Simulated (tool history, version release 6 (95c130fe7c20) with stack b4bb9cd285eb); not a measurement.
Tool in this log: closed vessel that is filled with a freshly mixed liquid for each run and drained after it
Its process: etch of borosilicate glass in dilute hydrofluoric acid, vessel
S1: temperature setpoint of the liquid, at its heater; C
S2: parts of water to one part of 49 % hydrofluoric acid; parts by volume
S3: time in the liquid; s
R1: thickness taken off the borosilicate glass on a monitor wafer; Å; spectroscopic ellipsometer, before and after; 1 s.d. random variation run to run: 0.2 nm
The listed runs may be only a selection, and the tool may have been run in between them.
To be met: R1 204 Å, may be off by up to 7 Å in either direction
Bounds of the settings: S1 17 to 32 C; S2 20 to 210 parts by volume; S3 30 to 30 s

Run 1, hour 0: S1 24 C, S2 115 parts by volume, S3 30 s. Result: R1 88.727 Å.
Run 2, hour 5: S1 25.5 C, S2 115 parts by volume, S3 30 s. Result: R1 92.14 Å.
Run 3, hour 11.3: S1 26.5 C, S2 105 parts by volume, S3 30 s. Result: R1 106.88 Å.
Run 4, hour 12.6: S1 27 C, S2 100 parts by volume, S3 30 s. Result: R1 115.63 Å.
Run 5, hour 16.9: S1 27 C, S2 100 parts by volume, S3 30 s. Result: R1 115.2 Å.
Run 6, hour 21.7: S1 27.5 C, S2 95 parts by volume, S3 30 s. Result: R1 126.07 Å.
Run 7, hour 25.1: S1 28 C, S2 90 parts by volume, S3 30 s. Result: R1 137.36 Å.
Run 8, hour 32: S1 28.5 C, S2 85 parts by volume, S3 30 s. Result: R1 146.72 Å.
Run 9, hour 36: S1 29 C, S2 85 parts by volume, S3 30 s. Result: R1 153.42 Å.
Run 10, hour 44.4: S1 32 C, S2 65 parts by volume, S3 30 s. Result: R1 226.57 Å.
Run 11, hour 50.1: S1 31 C, S2 65 parts by volume, S3 30 s. Result: R1 215.01 Å.

Consider the 5 candidate settings below. Which is the only one whose results all fall within their allowed miss of target?
Run A, hour 55.8: S1 31.5 C, S2 65 parts by volume, S3 30 s. Result: R1 ?.
Run B, hour 55.8: S1 30.5 C, S2 60 parts by volume, S3 30 s. Result: R1 ?.
Run C, hour 55.8: S1 29 C, S2 65 parts by volume, S3 30 s. Result: R1 ?.
Run D, hour 55.8: S1 30.5 C, S2 65 parts by volume, S3 30 s. Result: R1 ?.
Run E, hour 55.8: S1 32 C, S2 65 parts by volume, S3 30 s. Result: R1 ?.

move      R1
   A  223.25
   B  234.53
   C  202.71
   D  214.85
   E  227.55
A: its largest miss is bigger than the last run's
B: its largest miss is bigger than the last run's
C: in spec on every target
D: roughly where the last run was
E: its largest miss is bigger than the last run's
The move that meets every target is C.
